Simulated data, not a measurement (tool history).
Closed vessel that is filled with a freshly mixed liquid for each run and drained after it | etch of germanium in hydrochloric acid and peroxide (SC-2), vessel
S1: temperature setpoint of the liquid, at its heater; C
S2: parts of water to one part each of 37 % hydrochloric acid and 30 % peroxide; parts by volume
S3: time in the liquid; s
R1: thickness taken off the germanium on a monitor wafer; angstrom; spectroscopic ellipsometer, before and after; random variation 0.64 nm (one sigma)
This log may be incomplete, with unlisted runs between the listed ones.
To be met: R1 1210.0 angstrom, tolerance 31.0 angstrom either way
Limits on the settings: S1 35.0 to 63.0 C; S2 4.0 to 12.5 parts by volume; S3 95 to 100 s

Run 1, hour 0.0: S1 47.0 C, S2 7.0 parts by volume, S3 95 s. Result: R1 1807.5 angstrom.
Run 2, hour 3.8: S1 44.5 C, S2 7.5 parts by volume, S3 95 s. Result: R1 1666.0 angstrom.
Run 3, hour 4.9: S1 44.5 C, S2 5.5 parts by volume, S3 95 s. Result: R1 1680.0 angstrom.
Run 4, hour 12.2: S1 42.5 C, S2 6.5 parts by volume, S3 95 s. Result: R1 1560.0 angstrom.
Run 5, hour 15.7: S1 42.5 C, S2 9.0 parts by volume, S3 95 s. Result: R1 1523.8 angstrom.
Run 6, hour 24.5: S1 41.0 C, S2 9.0 parts by volume, S3 95 s. Result: R1 1482.0 angstrom.
Run 7, hour 30.0: S1 39.5 C, S2 9.5 parts by volume, S3 95 s. Result: R1 1387.0 angstrom.
Run 8, hour 33.7: S1 39.5 C, S2 9.5 parts by volume, S3 95 s. Result: R1 1379.9 angstrom.

Below are 4 possible settings for the next run. Only one of them brings all results inside the allowed miss of their targets. Which is it?
Run A, hour 37.4: S1 35.0 C, S2 7.5 parts by volume, S3 95 s. Result: R1 ?.
Run B, hour 37.4: S1 42.0 C, S2 12.5 parts by volume, S3 95 s. Result: R1 ?.
Run C, hour 37.4: S1 42.0 C, S2 10.0 parts by volume, S3 100 s. Result: R1 ?.
Run D, hour 37.4: S1 43.0 C, S2 9.5 parts by volume, S3 95 s. Result: R1 ?.

move      R1
   A  1191.3
   B  1454.9
   C  1565.0
   D  1543.3
A: all results in spec
B: lands further from the targets than the last run did
C: lands further from the targets than the last run did
D: lands further from the targets than the last run did
The right move is A.

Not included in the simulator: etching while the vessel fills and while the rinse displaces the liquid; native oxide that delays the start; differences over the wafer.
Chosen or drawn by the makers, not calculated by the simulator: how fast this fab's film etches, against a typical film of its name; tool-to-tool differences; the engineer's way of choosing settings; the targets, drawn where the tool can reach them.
